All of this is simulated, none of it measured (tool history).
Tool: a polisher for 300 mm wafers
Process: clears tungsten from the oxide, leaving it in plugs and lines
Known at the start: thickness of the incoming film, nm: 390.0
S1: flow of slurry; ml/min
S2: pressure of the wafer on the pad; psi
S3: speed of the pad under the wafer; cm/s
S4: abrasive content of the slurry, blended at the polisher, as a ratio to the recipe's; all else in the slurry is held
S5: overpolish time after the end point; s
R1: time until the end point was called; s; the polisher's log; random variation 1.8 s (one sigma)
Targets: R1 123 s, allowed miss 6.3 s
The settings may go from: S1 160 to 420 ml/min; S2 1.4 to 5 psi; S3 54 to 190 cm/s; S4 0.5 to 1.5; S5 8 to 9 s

run,day,S1,S2,S3,S4,S5,R1
1,0,270,3.2,122,1,9,75.848
2,0.346,245,3.2,122,1,9,74.382
3,0.433,245,3.2,122,1.1,9,73.25
4,0.479,245,2.8,120,1.1,9,85.914
5,0.717,245,2.5,120,1.1,9,94.072
6,0.867,245,3,120,1.1,9,79.791
7,0.979,245,2.7,118,1.1,9,89.894
8,1.204,245,2.5,118,1.1,9,96.414
9,1.471,245,2.3,118,1.1,9,103.2
10,1.846,245,2.2,118,1.1,9,109.41
11,1.938,245,1.8,116,1.1,9,132.61

5 next moves are on the table. One of them brings every result within its allowed miss. Which?
A,2.029,225,1.6,118,1.1,8,?
B,2.029,195,1.9,116,1.2,9,?
C,2.029,240,2.2,90,1.15,8,?
D,2.029,220,1.7,112,1.05,8,?
E,2.029,260,1.9,100,1.05,9,?

move,R1
A,148.19
B,126.19
C,139.39
D,149.76
E,148.2
A: further off than the last run
B: meets every target
C: further off than the last run
D: further off than the last run
E: further off than the last run
The right move is B.
